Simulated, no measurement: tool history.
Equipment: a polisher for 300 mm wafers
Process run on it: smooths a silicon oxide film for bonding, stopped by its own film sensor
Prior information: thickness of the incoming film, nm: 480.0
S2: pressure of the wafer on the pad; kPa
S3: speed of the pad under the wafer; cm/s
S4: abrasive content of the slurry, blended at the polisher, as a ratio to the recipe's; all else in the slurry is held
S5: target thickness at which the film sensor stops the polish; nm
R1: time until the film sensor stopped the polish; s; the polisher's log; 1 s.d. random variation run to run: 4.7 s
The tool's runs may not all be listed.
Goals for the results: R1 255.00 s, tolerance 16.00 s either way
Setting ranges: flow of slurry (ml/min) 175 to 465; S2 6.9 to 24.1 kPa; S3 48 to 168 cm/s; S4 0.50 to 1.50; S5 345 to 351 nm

run 1 day=0.000 | flow_of_slurry_(ml/min)=295 S2=15.2 S3=108 S4=1.00 S5=351 | R1=149.20
run 2 day=0.029 | flow_of_slurry_(ml/min)=295 S2=13.8 S3=108 S4=1.00 S5=351 | R1=164.28
run 3 day=0.058 | flow_of_slurry_(ml/min)=235 S2=13.8 S3=108 S4=1.00 S5=351 | R1=166.92
run 4 day=0.358 | flow_of_slurry_(ml/min)=235 S2=13.8 S3=108 S4=1.00 S5=345 | R1=171.47
run 5 day=0.646 | flow_of_slurry_(ml/min)=235 S2=13.8 S3=108 S4=1.00 S5=345 | R1=175.15
run 6 day=0.942 | flow_of_slurry_(ml/min)=235 S2=13.8 S3=108 S4=1.00 S5=345 | R1=175.05
run 7 day=1.296 | flow_of_slurry_(ml/min)=235 S2=12.4 S3=106 S4=1.00 S5=345 | R1=195.15
run 8 day=1.588 | flow_of_slurry_(ml/min)=235 S2=11.7 S3=104 S4=1.00 S5=345 | R1=207.12
run 9 day=1.721 | flow_of_slurry_(ml/min)=235 S2=11.0 S3=104 S4=1.00 S5=345 | R1=215.47
run 10 day=1.792 | flow_of_slurry_(ml/min)=235 S2=10.3 S3=104 S4=1.00 S5=345 | R1=227.59

Exercise: of the 5 proposed moves below, exactly one satisfies all targets within the stated allowed misses. Which move is it?
run A day=1.862 | flow_of_slurry_(ml/min)=210 S2=11.0 S3=116 S4=0.90 S5=346 | R1=?
run B day=1.862 | flow_of_slurry_(ml/min)=290 S2=10.3 S3=78 S4=1.25 S5=345 | R1=?
run C day=1.862 | flow_of_slurry_(ml/min)=205 S2=13.1 S3=60 S4=0.85 S5=345 | R1=?
run D day=1.862 | flow_of_slurry_(ml/min)=230 S2=8.3 S3=96 S4=1.00 S5=345 | R1=?
run E day=1.862 | flow_of_slurry_(ml/min)=215 S2=9.0 S3=86 S4=1.05 S5=350 | R1=?

move=A R1=213.53
move=B R1=254.39
move=C R1=306.44
move=D R1=293.18
move=E R1=285.48
A: the biggest miss grows against the last run
B: all results in spec
C: takes the result that was furthest off past its target
D: takes the result that was furthest off past its target
E: takes the result that was furthest off past its target
The move that meets every target is B.
